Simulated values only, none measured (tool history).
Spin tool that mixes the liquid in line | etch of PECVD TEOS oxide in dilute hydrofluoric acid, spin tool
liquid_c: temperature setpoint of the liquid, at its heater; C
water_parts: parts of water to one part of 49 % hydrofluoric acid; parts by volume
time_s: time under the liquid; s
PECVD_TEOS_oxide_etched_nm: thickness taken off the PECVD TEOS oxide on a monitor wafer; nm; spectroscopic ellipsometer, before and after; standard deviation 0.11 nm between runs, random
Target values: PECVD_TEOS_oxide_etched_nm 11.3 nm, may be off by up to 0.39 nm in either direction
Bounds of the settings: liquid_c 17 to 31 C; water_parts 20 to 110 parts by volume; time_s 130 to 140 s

run	hour	liquid_c	water_parts	time_s	PECVD_TEOS_oxide_etched_nm
1	0	23	60	130	19.279
2	2.9	23	80	130	13.984
3	6.6	21.5	80	130	13.151
4	9.7	21.5	80	130	13.144
5	16.7	20.5	80	130	12.557
6	21.9	20	80	130	12.187
7	30	19.5	80	130	12.06
8	34.8	19	80	130	11.794

Consider the 4 candidate settings below. Which is the only one whose results all fall within their allowed miss of target?
A	39.6	19	85	140	?
B	39.6	19.5	90	130	?
C	39.6	18	85	140	?
D	39.6	19	90	130	?

move	PECVD_TEOS_oxide_etched_nm
A	11.929
B	10.622
C	11.438
D	10.403
A: the biggest miss grows against the last run
B: moves the result that the last run missed by most past its target, out the other side
C: every result within its allowed miss
D: moves the result that the last run missed by most past its target, out the other side
The right move is C.
